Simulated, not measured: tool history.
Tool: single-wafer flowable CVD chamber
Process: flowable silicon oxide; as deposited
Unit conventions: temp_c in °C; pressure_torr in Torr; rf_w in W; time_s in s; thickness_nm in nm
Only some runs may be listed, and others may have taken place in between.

{"run": 1, "day": 0.0, "temp_c": 95, "pressure_torr": 1.11, "rf_w": 2365, "time_s": 331, "thickness_nm": 384.15}
{"run": 2, "day": 0.254, "temp_c": 96, "pressure_torr": 1.11, "rf_w": 2365, "time_s": 331, "thickness_nm": 375.85}
{"run": 3, "day": 0.317, "temp_c": 88, "pressure_torr": 1.11, "rf_w": 2365, "time_s": 331, "thickness_nm": 475.52}
{"run": 4, "day": 0.358, "temp_c": 88, "pressure_torr": 1.24, "rf_w": 2365, "time_s": 331, "thickness_nm": 522.96}
{"run": 5, "day": 0.408, "temp_c": 88, "pressure_torr": 1.24, "rf_w": 2700, "time_s": 331, "thickness_nm": 529.01}
{"run": 6, "day": 0.492, "temp_c": 90, "pressure_torr": 1.24, "rf_w": 2700, "time_s": 331, "thickness_nm": 503.83}
{"run": 7, "day": 0.721, "temp_c": 92, "pressure_torr": 1.24, "rf_w": 2700, "time_s": 331, "thickness_nm": 471.97}
{"run": 8, "day": 0.808, "temp_c": 94, "pressure_torr": 1.24, "rf_w": 2700, "time_s": 331, "thickness_nm": 447.6}
{"run": 9, "day": 1.05, "temp_c": 96, "pressure_torr": 1.24, "rf_w": 2700, "time_s": 331, "thickness_nm": 424.18}

The next listed run, before its measurement:
{"run": 10, "day": 1.358, "temp_c": 97, "pressure_torr": 1.24, "rf_w": 2700, "time_s": 331, "thickness_nm": "?"}

Run 10 measured thickness_nm 412.35 nm.
